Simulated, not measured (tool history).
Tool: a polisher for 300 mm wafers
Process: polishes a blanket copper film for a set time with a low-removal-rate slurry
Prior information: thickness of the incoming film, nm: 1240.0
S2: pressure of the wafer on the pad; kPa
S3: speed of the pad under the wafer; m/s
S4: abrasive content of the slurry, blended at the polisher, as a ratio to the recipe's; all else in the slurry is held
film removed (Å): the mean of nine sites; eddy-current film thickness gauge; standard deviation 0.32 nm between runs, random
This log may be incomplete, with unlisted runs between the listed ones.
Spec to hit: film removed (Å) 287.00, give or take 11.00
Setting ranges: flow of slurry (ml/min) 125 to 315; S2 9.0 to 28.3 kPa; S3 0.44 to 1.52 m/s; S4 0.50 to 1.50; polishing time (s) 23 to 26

Run 1, hour 0.0: flow of slurry (ml/min) 205, S2 18.6 kPa, S3 0.98 m/s, S4 1.00, polishing time (s) 26. Result: film removed (Å) 639.48.
Run 2, hour 6.1: flow of slurry (ml/min) 205, S2 18.6 kPa, S3 0.98 m/s, S4 1.00, polishing time (s) 23. Result: film removed (Å) 569.55.
Run 3, hour 10.6: flow of slurry (ml/min) 205, S2 15.2 kPa, S3 0.92 m/s, S4 1.00, polishing time (s) 23. Result: film removed (Å) 443.05.
Run 4, hour 18.3: flow of slurry (ml/min) 205, S2 15.2 kPa, S3 0.92 m/s, S4 1.00, polishing time (s) 26. Result: film removed (Å) 504.49.
Run 5, hour 22.7: flow of slurry (ml/min) 205, S2 13.1 kPa, S3 0.84 m/s, S4 1.00, polishing time (s) 26. Result: film removed (Å) 396.44.
Run 6, hour 23.5: flow of slurry (ml/min) 205, S2 14.5 kPa, S3 0.84 m/s, S4 1.00, polishing time (s) 26. Result: film removed (Å) 439.23.
Run 7, hour 30.3: flow of slurry (ml/min) 205, S2 12.4 kPa, S3 0.80 m/s, S4 1.00, polishing time (s) 26. Result: film removed (Å) 355.85.
Run 8, hour 35.3: flow of slurry (ml/min) 205, S2 11.0 kPa, S3 0.80 m/s, S4 1.00, polishing time (s) 26. Result: film removed (Å) 319.49.
Run 9, hour 42.9: flow of slurry (ml/min) 205, S2 10.3 kPa, S3 0.80 m/s, S4 1.00, polishing time (s) 26. Result: film removed (Å) 294.31.

Which single option among these 4 for the next run brings every result within its allowed miss of target? Just one does.
Run A, hour 50.5: flow of slurry (ml/min) 160, S2 13.8 kPa, S3 0.58 m/s, S4 1.15, polishing time (s) 26. Result: film removed (Å) ?.
Run B, hour 50.5: flow of slurry (ml/min) 175, S2 11.7 kPa, S3 0.76 m/s, S4 1.05, polishing time (s) 26. Result: film removed (Å) ?.
Run C, hour 50.5: flow of slurry (ml/min) 220, S2 9.7 kPa, S3 0.86 m/s, S4 1.10, polishing time (s) 26. Result: film removed (Å) ?.
Run D, hour 50.5: flow of slurry (ml/min) 240, S2 10.3 kPa, S3 0.96 m/s, S4 0.95, polishing time (s) 23. Result: film removed (Å) ?.

move  film removed (Å)
   A            285.24
   B            313.89
   C            308.07
   D            314.97
A: all results in spec
B: moves away from the targets compared with the last run
C: moves away from the targets compared with the last run
D: moves away from the targets compared with the last run
The right move is A.

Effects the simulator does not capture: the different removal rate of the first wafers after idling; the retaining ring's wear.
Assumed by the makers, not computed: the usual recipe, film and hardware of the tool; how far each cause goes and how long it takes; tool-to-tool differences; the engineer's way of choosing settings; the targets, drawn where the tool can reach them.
